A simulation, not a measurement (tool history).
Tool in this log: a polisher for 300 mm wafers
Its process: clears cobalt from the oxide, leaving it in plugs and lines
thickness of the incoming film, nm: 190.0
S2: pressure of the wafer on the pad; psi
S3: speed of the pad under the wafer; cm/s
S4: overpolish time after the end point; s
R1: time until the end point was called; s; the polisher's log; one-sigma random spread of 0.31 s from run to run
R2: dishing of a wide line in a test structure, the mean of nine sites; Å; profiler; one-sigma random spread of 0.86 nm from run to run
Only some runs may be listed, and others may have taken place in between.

run 1 hour=0.0 | flow_of_slurry_(ml/min)=155 S2=2.2 S3=122 S4=28 | R1=28.912 R2=796.05
run 2 hour=3.9 | flow_of_slurry_(ml/min)=150 S2=2.2 S3=122 S4=29 | R1=28.506 R2=795.74
run 3 hour=7.0 | flow_of_slurry_(ml/min)=150 S2=2.1 S3=122 S4=31 | R1=30.201 R2=810.57
run 4 hour=9.1 | flow_of_slurry_(ml/min)=150 S2=2.1 S3=122 S4=32 | R1=29.908 R2=802.81
run 5 hour=17.7 | flow_of_slurry_(ml/min)=150 S2=2.1 S3=122 S4=34 | R1=30.082 R2=814.10
run 6 hour=19.7 | flow_of_slurry_(ml/min)=150 S2=2.1 S3=122 S4=36 | R1=29.762 R2=826.43
run 7 hour=27.6 | flow_of_slurry_(ml/min)=150 S2=2.1 S3=122 S4=36 | R1=29.995 R2=843.97

The next listed run, before its measurement:
run 8 hour=34.3 | flow_of_slurry_(ml/min)=150 S2=2.1 S3=122 S4=37 | R1=? R2=?

R1: 29.883 s
R2: 852.49 Å

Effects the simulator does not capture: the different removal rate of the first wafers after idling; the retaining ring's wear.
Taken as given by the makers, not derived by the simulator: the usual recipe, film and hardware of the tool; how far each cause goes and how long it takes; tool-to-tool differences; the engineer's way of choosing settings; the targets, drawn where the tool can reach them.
